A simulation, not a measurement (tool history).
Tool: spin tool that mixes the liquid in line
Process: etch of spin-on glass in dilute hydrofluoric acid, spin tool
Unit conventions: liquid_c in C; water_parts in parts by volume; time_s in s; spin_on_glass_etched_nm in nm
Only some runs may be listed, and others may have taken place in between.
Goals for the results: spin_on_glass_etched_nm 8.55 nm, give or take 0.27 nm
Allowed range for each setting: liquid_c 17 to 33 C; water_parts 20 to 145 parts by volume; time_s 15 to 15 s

run,day,liquid_c,water_parts,time_s,spin_on_glass_etched_nm
1,0,25,80,15,10.237
2,0.154,25,80,15,10.194
3,0.496,23.5,80,15,9.6212
4,0.771,23.5,55,15,14.58
5,0.854,21.5,60,15,12.107
6,0.888,21.5,45,15,16.586
7,1.217,20,55,15,12.437
8,1.371,19,60,15,11.147
9,1.4,18.5,65,15,9.7997

Next run, 5 choices. One meets every target within its allowed miss, the rest don't. Which?
A,1.429,18.5,55,15,?
B,1.429,19,75,15,?
C,1.429,17,65,15,?
D,1.429,19.5,70,15,?
E,1.429,17.5,65,15,?

move,spin_on_glass_etched_nm
A,11.835
B,8.6652
C,9.2847
D,9.536
E,9.4865
A: lands further from the targets than the last run did
B: in spec on every target
C: moves toward the targets from the last run without getting all of them in spec
D: moves toward the targets from the last run without getting all of them in spec
E: moves toward the targets from the last run without getting all of them in spec
The right move is B.

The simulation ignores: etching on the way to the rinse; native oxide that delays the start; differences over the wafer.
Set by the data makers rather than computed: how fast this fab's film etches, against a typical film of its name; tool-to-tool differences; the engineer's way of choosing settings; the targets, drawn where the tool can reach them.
